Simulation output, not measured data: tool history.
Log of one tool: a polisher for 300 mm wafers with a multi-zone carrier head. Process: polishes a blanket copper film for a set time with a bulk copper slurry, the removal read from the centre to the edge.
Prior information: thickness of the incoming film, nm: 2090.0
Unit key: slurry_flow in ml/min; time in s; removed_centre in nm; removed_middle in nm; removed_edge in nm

| run | hour | slurry_flow | centre_zone | middle_zone | edge_zone | slurry_solids | time | removed_centre | removed_middle | removed_edge |
|---|---|---|---|---|---|---|---|---|---|---|
| 1 | 0 | 265 | 1 | 1 | 1 | 1 | 47 | 406.66 | 407.76 | 405.44 |
| 2 | 4.3 | 265 | 0.99 | 0.99 | 0.98 | 0.95 | 45 | 387.56 | 381.27 | 373.27 |
| 3 | 8.7 | 265 | 0.99 | 0.99 | 1.04 | 0.95 | 45 | 382.3 | 384.69 | 384.99 |
| 4 | 12.9 | 265 | 1.05 | 0.99 | 1.04 | 0.95 | 45 | 404.32 | 378 | 386.67 |
| 5 | 20.7 | 265 | 1.05 | 0.99 | 1.04 | 0.95 | 56 | 515.68 | 473.04 | 484.98 |
| 6 | 21.5 | 260 | 1.03 | 0.98 | 1.02 | 0.9 | 53 | 470.32 | 439.99 | 446.47 |
| 7 | 24.3 | 230 | 0.93 | 0.9 | 0.92 | 0.65 | 40 | 305.29 | 293.47 | 304.6 |

What does the tool deliver on the next run?
| 8 | 28.4 | 230 | 0.92 | 0.91 | 0.91 | 0.65 | 39 | ? | ? | ? |

Run 8 came out at removed_centre 294.97 nm, removed_middle 290.02 nm, removed_edge 298.39 nm.
